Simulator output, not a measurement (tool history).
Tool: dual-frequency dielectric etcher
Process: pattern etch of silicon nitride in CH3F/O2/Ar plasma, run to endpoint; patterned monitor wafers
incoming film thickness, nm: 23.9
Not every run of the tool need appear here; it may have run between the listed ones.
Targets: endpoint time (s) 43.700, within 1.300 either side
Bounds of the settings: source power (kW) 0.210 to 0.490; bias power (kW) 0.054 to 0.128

run 1 hour=0.0 | source_power_(kW)=0.350 bias_power_(kW)=0.091 | endpoint_time_(s)=31.171
run 2 hour=5.1 | source_power_(kW)=0.300 bias_power_(kW)=0.079 | endpoint_time_(s)=35.780
run 3 hour=8.8 | source_power_(kW)=0.300 bias_power_(kW)=0.088 | endpoint_time_(s)=34.143
run 4 hour=15.7 | source_power_(kW)=0.270 bias_power_(kW)=0.080 | endpoint_time_(s)=36.699
run 5 hour=24.6 | source_power_(kW)=0.270 bias_power_(kW)=0.092 | endpoint_time_(s)=34.629
-- hour=30.6 source power generator calibrated
run 6 hour=30.6 | source_power_(kW)=0.220 bias_power_(kW)=0.092 | endpoint_time_(s)=38.546
run 7 hour=33.1 | source_power_(kW)=0.220 bias_power_(kW)=0.083 | endpoint_time_(s)=39.761
run 8 hour=36.6 | source_power_(kW)=0.220 bias_power_(kW)=0.077 | endpoint_time_(s)=41.059
run 9 hour=42.4 | source_power_(kW)=0.220 bias_power_(kW)=0.074 | endpoint_time_(s)=41.650
run 10 hour=48.8 | source_power_(kW)=0.220 bias_power_(kW)=0.072 | endpoint_time_(s)=42.317

Next run, 4 choices. One meets every target within its allowed miss, the rest don't. Which?
run A hour=55.2 | source_power_(kW)=0.250 bias_power_(kW)=0.073 | endpoint_time_(s)=?
run B hour=55.2 | source_power_(kW)=0.220 bias_power_(kW)=0.068 | endpoint_time_(s)=?
run C hour=55.2 | source_power_(kW)=0.280 bias_power_(kW)=0.070 | endpoint_time_(s)=?
run D hour=55.2 | source_power_(kW)=0.240 bias_power_(kW)=0.075 | endpoint_time_(s)=?

move=A endpoint_time_(s)=39.853
move=B endpoint_time_(s)=43.204
move=C endpoint_time_(s)=38.651
move=D endpoint_time_(s)=40.109
A: further off than the last run
B: every result lands within tolerance
C: further off than the last run
D: further off than the last run
The move that meets every target is B.
